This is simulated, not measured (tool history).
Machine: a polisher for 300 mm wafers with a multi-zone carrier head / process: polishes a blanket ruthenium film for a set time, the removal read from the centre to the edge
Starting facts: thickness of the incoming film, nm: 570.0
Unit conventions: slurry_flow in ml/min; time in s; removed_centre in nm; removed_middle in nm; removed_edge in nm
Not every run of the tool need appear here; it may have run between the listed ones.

{"run": 1, "day": 0.0, "slurry_flow": 320, "centre_zone": 1, "middle_zone": 1, "edge_zone": 1, "time": 61, "removed_centre": 57.856, "removed_middle": 58.063, "removed_edge": 57.415}
{"run": 2, "day": 0.058, "slurry_flow": 400, "centre_zone": 1, "middle_zone": 1, "edge_zone": 1, "time": 61, "removed_centre": 58.74, "removed_middle": 59.615, "removed_edge": 56.628}
{"run": 3, "day": 0.092, "slurry_flow": 400, "centre_zone": 1, "middle_zone": 1, "edge_zone": 0.96, "time": 61, "removed_centre": 59.295, "removed_middle": 59.414, "removed_edge": 56.464}
{"run": 4, "day": 0.429, "slurry_flow": 400, "centre_zone": 1, "middle_zone": 1, "edge_zone": 0.96, "time": 56, "removed_centre": 55.017, "removed_middle": 55.229, "removed_edge": 52.949}
{"run": 5, "day": 0.688, "slurry_flow": 400, "centre_zone": 1, "middle_zone": 1, "edge_zone": 0.96, "time": 48, "removed_centre": 45.945, "removed_middle": 45.946, "removed_edge": 45.285}
{"run": 6, "day": 0.854, "slurry_flow": 400, "centre_zone": 1, "middle_zone": 1, "edge_zone": 1.05, "time": 48, "removed_centre": 47.079, "removed_middle": 46.302, "removed_edge": 47.316}
{"run": 7, "day": 1.208, "slurry_flow": 415, "centre_zone": 0.98, "middle_zone": 1.01, "edge_zone": 1.02, "time": 45, "removed_centre": 42.845, "removed_middle": 43.737, "removed_edge": 42.945}
{"run": 8, "day": 1.438, "slurry_flow": 425, "centre_zone": 0.96, "middle_zone": 1.01, "edge_zone": 1.01, "time": 44, "removed_centre": 41.305, "removed_middle": 42.869, "removed_edge": 41.555}
{"run": 9, "day": 1.55, "slurry_flow": 430, "centre_zone": 0.94, "middle_zone": 1.01, "edge_zone": 1, "time": 44, "removed_centre": 40.014, "removed_middle": 42.866, "removed_edge": 41.492}

What will run 10 give?
{"run": 10, "day": 1.783, "slurry_flow": 440, "centre_zone": 0.93, "middle_zone": 1.01, "edge_zone": 0.99, "time": 43, "removed_centre": "?", "removed_middle": "?", "removed_edge": "?"}

{"run 10": {"removed_centre": 39.29, "removed_middle": 41.515, "removed_edge": 41.393}}
